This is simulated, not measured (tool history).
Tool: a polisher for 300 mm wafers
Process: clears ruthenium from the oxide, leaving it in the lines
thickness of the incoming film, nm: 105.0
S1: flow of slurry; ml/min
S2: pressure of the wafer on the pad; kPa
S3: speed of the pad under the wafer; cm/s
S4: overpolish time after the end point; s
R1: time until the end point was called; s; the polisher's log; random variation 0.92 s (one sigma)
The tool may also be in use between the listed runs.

Run 1, hour 0: S1 320 ml/min, S2 13.8 kPa, S3 94 cm/s, S4 32 s. Result: R1 108.89 s.
Run 2, hour 6.6: S1 320 ml/min, S2 15.2 kPa, S3 94 cm/s, S4 32 s. Result: R1 99.631 s.
Run 3, hour 9.1: S1 320 ml/min, S2 15.9 kPa, S3 96 cm/s, S4 32 s. Result: R1 96.279 s.
Run 4, hour 12.3: S1 320 ml/min, S2 15.9 kPa, S3 112 cm/s, S4 32 s. Result: R1 82.653 s.
Run 5, hour 21: S1 320 ml/min, S2 16.5 kPa, S3 112 cm/s, S4 32 s. Result: R1 79.214 s.
Run 6, hour 24.1: S1 290 ml/min, S2 16.5 kPa, S3 112 cm/s, S4 32 s. Result: R1 80.308 s.
Run 7, hour 25.2: S1 290 ml/min, S2 17.2 kPa, S3 112 cm/s, S4 32 s. Result: R1 77.866 s.

Forecast run 8:
Run 8, hour 27.8: S1 290 ml/min, S2 17.9 kPa, S3 112 cm/s, S4 32 s. Result: R1 ?.

R1: 73.71 s
